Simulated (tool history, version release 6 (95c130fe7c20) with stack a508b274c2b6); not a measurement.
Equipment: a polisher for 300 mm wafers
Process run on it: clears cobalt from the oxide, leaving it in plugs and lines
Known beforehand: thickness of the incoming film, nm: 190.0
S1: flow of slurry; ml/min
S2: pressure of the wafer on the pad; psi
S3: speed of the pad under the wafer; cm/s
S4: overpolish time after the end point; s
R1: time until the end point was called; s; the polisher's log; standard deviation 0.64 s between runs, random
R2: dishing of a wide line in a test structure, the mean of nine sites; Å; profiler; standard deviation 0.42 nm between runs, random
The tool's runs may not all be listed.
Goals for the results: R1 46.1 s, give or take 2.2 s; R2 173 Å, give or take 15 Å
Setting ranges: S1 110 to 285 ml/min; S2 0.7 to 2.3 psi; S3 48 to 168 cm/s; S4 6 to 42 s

run	day	S1	S2	S3	S4	R1	R2
1	0	180	1.5	108	21	47.455	305.65
2	0.162	175	1.5	108	17	47.304	280.18
3	0.408	175	1.5	94	17	53.594	270.86
4	0.529	160	1.7	84	14	54.128	259.29
5	0.812	160	1.7	62	14	70.519	225.83
6	0.908	160	1.7	62	7	68.834	147.33
7	1.133	165	1.8	62	7	66.705	145.22
8	1.333	160	1.9	66	7	60.034	157.73

Exercise: of the 5 proposed moves below, exactly one satisfies all targets within the stated allowed misses. Which move is it?
A	1.533	165	1.7	64	9	?	?
B	1.533	170	1.7	56	10	?	?
C	1.533	195	1.5	108	6	?	?
D	1.533	165	1.7	48	8	?	?
E	1.533	145	1.8	52	10	?	?

move	R1	R2
A	67.098	182.38
B	74.47	182.72
C	46.331	177.72
D	84.604	142.9
E	77.413	178.11
A: moves away from the targets compared with the last run
B: moves away from the targets compared with the last run
C: hits every target within its allowed miss
D: moves away from the targets compared with the last run
E: moves away from the targets compared with the last run
The move that meets every target is C.

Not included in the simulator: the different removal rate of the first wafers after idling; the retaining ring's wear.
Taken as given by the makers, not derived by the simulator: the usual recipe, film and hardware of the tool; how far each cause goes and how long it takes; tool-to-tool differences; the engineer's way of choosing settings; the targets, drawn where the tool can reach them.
